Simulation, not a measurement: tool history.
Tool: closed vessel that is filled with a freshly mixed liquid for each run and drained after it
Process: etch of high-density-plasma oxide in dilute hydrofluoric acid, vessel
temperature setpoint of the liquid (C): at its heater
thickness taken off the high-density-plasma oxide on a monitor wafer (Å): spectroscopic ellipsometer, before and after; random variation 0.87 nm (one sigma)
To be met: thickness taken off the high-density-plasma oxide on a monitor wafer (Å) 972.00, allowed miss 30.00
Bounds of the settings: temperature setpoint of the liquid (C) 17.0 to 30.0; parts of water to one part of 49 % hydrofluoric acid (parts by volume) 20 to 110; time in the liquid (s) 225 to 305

| run | hour | temperature setpoint of the liquid (C) | parts of water to one part of 49 % hydrofluoric acid (parts by volume) | time in the liquid (s) | thickness taken off the high-density-plasma oxide on a monitor wafer (Å) |
|---|---|---|---|---|---|
| 1 | 0.0 | 22.0 | 60 | 305 | 243.89 |
| 2 | 4.1 | 22.0 | 75 | 305 | 193.26 |
| 3 | 5.2 | 24.5 | 75 | 305 | 212.55 |
| 4 | 8.2 | 24.5 | 60 | 305 | 270.09 |
| 5 | 11.8 | 24.5 | 60 | 225 | 201.67 |
| 6 | 17.4 | 25.0 | 55 | 235 | 234.12 |
| 7 | 20.9 | 29.0 | 30 | 305 | 677.48 |
| 8 | 25.1 | 29.5 | 25 | 305 | 836.30 |
| 9 | 27.8 | 30.0 | 20 | 305 | 1078.50 |
| 10 | 32.8 | 29.0 | 20 | 305 | 1041.30 |

Which of these 5 next moves meets every target?
| A | 37.8 | 29.5 | 20 | 300 | ? |
| B | 37.8 | 30.0 | 20 | 275 | ? |
| C | 37.8 | 30.0 | 20 | 290 | ? |
| D | 37.8 | 30.0 | 20 | 300 | ? |
| E | 37.8 | 30.0 | 20 | 295 | ? |

| move | thickness taken off the high-density-plasma oxide on a monitor wafer (Å) |
|---|---|
| A | 1040.80 |
| B | 973.57 |
| C | 1026.70 |
| D | 1062.10 |
| E | 1044.40 |
A: as far off as the last run
B: meets every target
C: nearer than the last run, and not there yet
D: further off than the last run
E: as far off as the last run
Answer: B

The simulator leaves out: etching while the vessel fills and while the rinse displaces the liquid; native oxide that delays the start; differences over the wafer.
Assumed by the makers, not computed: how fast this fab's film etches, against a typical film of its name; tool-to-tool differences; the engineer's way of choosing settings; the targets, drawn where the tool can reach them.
